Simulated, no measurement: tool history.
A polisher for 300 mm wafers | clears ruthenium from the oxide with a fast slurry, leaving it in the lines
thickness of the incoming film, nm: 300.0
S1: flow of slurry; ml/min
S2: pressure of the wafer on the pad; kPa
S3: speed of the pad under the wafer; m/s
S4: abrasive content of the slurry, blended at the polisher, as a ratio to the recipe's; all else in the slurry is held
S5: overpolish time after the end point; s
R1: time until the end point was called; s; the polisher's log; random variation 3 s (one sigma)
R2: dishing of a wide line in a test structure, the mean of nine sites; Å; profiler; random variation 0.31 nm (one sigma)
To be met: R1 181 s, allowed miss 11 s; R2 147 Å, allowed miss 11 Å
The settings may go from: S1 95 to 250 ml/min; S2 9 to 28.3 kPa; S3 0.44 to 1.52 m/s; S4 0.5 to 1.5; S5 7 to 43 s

| run | hour | S1 | S2 | S3 | S4 | S5 | R1 | R2 |
|---|---|---|---|---|---|---|---|---|
| 1 | 0 | 160 | 18.6 | 0.98 | 1 | 22 | 65.298 | 605.03 |
| 2 | 1.1 | 160 | 18.6 | 0.98 | 1 | 26 | 64.713 | 666.68 |
| 3 | 4 | 160 | 18.6 | 0.82 | 1 | 26 | 76.3 | 609.46 |
| 4 | 8.9 | 150 | 15.9 | 0.74 | 0.85 | 20 | 105.69 | 411.15 |
| 5 | 15.3 | 150 | 15.9 | 0.74 | 0.95 | 20 | 103.14 | 418.67 |
| 6 | 21.1 | 135 | 14.5 | 0.7 | 0.8 | 16 | 127.92 | 292.71 |
| 7 | 24.4 | 125 | 13.8 | 0.7 | 0.7 | 13 | 142.29 | 235.68 |
| 8 | 33.3 | 115 | 13.1 | 0.7 | 0.65 | 11 | 154.42 | 176.62 |
| 9 | 42 | 110 | 12.4 | 0.7 | 0.65 | 11 | 165.35 | 172.82 |
| 10 | 46 | 105 | 12.4 | 0.7 | 0.65 | 11 | 166.64 | 171.95 |
| 11 | 51.8 | 105 | 12.4 | 0.7 | 0.65 | 11 | 165.6 | 179.87 |

Which of these 5 next moves meets every target?
| A | 57.6 | 95 | 13.1 | 0.6 | 0.7 | 10 | ? | ? |
| B | 57.6 | 95 | 13.1 | 0.7 | 0.75 | 10 | ? | ? |
| C | 57.6 | 165 | 16.5 | 0.54 | 0.7 | 11 | ? | ? |
| D | 57.6 | 120 | 15.2 | 0.46 | 0.9 | 15 | ? | ? |
| E | 57.6 | 135 | 14.5 | 0.62 | 0.5 | 12 | ? | ? |

| move | R1 | R2 |
|---|---|---|
| A | 185.99 | 145.19 |
| B | 155.8 | 170.81 |
| C | 154.03 | 188.16 |
| D | 181.64 | 214.24 |
| E | 182.67 | 174.46 |
A: meets every target
B: nearer than the last run, and not there yet
C: further off than the last run
D: further off than the last run
E: nearer than the last run, and not there yet
Answer: A

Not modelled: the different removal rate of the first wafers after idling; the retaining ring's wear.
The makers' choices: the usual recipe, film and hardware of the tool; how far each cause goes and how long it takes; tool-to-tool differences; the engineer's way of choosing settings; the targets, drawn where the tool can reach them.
